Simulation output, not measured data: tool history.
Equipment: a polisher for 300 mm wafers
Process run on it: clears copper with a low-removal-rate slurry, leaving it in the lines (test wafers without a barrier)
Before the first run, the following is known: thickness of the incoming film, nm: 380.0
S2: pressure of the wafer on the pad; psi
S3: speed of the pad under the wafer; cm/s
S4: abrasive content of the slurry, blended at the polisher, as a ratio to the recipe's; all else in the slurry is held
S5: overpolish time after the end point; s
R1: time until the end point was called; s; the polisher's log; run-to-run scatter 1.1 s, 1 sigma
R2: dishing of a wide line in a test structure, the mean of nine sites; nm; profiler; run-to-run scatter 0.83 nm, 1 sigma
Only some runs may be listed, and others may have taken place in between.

{"run": 1, "hour": 0.0, "flow of slurry (ml/min)": 285, "S2": 4.0, "S3": 110, "S4": 1.0, "S5": 21, "R1": 92.536, "R2": 58.256}
{"run": 2, "hour": 1.9, "flow of slurry (ml/min)": 285, "S2": 4.0, "S3": 110, "S4": 1.0, "S5": 12, "R1": 88.247, "R2": 35.28}
{"run": 3, "hour": 6.6, "flow of slurry (ml/min)": 285, "S2": 3.4, "S3": 110, "S4": 1.0, "S5": 12, "R1": 100.51, "R2": 31.662}
{"run": 4, "hour": 11.0, "flow of slurry (ml/min)": 215, "S2": 3.4, "S3": 110, "S4": 1.0, "S5": 12, "R1": 108.06, "R2": 30.794}
{"run": 5, "hour": 18.4, "flow of slurry (ml/min)": 170, "S2": 3.4, "S3": 110, "S4": 1.0, "S5": 12, "R1": 110.38, "R2": 29.533}
{"run": 6, "hour": 21.5, "flow of slurry (ml/min)": 170, "S2": 4.0, "S3": 110, "S4": 1.0, "S5": 12, "R1": 97.82, "R2": 33.786}

Estimate the outcome of run 7 from the log above:
{"run": 7, "hour": 24.4, "flow of slurry (ml/min)": 180, "S2": 4.2, "S3": 114, "S4": 1.0, "S5": 10, "R1": "?", "R2": "?"}

{"run 7": {"R1": 89.155, "R2": 31.331}}

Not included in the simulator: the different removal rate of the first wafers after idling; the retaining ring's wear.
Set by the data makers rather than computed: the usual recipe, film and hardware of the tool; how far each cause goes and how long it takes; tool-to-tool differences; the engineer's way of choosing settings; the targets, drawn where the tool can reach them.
